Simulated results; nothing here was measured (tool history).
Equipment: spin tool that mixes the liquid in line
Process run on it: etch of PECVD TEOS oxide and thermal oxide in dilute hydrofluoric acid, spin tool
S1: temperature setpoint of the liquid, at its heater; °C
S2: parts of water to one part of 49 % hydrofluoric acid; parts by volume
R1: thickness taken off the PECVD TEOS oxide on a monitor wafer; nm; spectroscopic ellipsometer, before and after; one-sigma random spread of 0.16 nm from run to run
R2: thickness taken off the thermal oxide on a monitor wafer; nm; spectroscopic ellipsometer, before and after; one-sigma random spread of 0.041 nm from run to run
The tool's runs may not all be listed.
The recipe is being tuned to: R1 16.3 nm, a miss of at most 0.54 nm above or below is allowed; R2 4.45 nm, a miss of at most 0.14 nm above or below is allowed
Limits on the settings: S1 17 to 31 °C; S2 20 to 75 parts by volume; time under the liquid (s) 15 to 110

run 1 hour=0 | S1=23 S2=45 time_under_the_liquid_(s)=55 | R1=23.633 R2=6.438
run 2 hour=5.8 | S1=21.5 S2=45 time_under_the_liquid_(s)=55 | R1=22.398 R2=6.1714
run 3 hour=7.1 | S1=21.5 S2=45 time_under_the_liquid_(s)=80 | R1=32.469 R2=8.917
run 4 hour=10.1 | S1=20.5 S2=50 time_under_the_liquid_(s)=80 | R1=28.023 R2=7.6413
run 5 hour=17 | S1=20.5 S2=40 time_under_the_liquid_(s)=80 | R1=35.572 R2=9.7127
run 6 hour=19.6 | S1=18.5 S2=40 time_under_the_liquid_(s)=80 | R1=32.358 R2=8.9029
run 7 hour=20.5 | S1=18 S2=45 time_under_the_liquid_(s)=80 | R1=28.043 R2=7.6661
run 8 hour=26.4 | S1=18 S2=50 time_under_the_liquid_(s)=80 | R1=24.85 R2=6.9067
run 9 hour=29.6 | S1=18 S2=55 time_under_the_liquid_(s)=80 | R1=22.775 R2=6.2278
run 10 hour=36.2 | S1=18 S2=55 time_under_the_liquid_(s)=80 | R1=22.756 R2=6.222
run 11 hour=37.9 | S1=18 S2=60 time_under_the_liquid_(s)=80 | R1=20.622 R2=5.6906
run 12 hour=42.5 | S1=17.5 S2=65 time_under_the_liquid_(s)=80 | R1=18.974 R2=5.0873
run 13 hour=46.1 | S1=17.5 S2=65 time_under_the_liquid_(s)=80 | R1=18.284 R2=5.1103
run 14 hour=47 | S1=17.5 S2=70 time_under_the_liquid_(s)=80 | R1=16.886 R2=4.6409
run 15 hour=53.6 | S1=17 S2=70 time_under_the_liquid_(s)=80 | R1=16.731 R2=4.6234
run 16 hour=58.5 | S1=17 S2=70 time_under_the_liquid_(s)=75 | R1=15.447 R2=4.2888

Which one of the following 4 next-run settings gets every result inside its allowed miss? There is exactly one.
run A hour=63.4 | S1=17.5 S2=60 time_under_the_liquid_(s)=60 | R1=? R2=?
run B hour=63.4 | S1=17 S2=30 time_under_the_liquid_(s)=35 | R1=? R2=?
run C hour=63.4 | S1=18 S2=75 time_under_the_liquid_(s)=80 | R1=? R2=?
run D hour=63.4 | S1=17 S2=60 time_under_the_liquid_(s)=70 | R1=? R2=?

move=A R1=14.87 R2=4.171
move=B R1=17.555 R2=4.9242
move=C R1=15.936 R2=4.47
move=D R1=16.978 R2=4.7624
A: its largest miss is bigger than the last run's
B: takes the result that was furthest off past its target
C: each result inside its tolerance
D: takes the result that was furthest off past its target
C is the move that brings every result within its allowed miss.

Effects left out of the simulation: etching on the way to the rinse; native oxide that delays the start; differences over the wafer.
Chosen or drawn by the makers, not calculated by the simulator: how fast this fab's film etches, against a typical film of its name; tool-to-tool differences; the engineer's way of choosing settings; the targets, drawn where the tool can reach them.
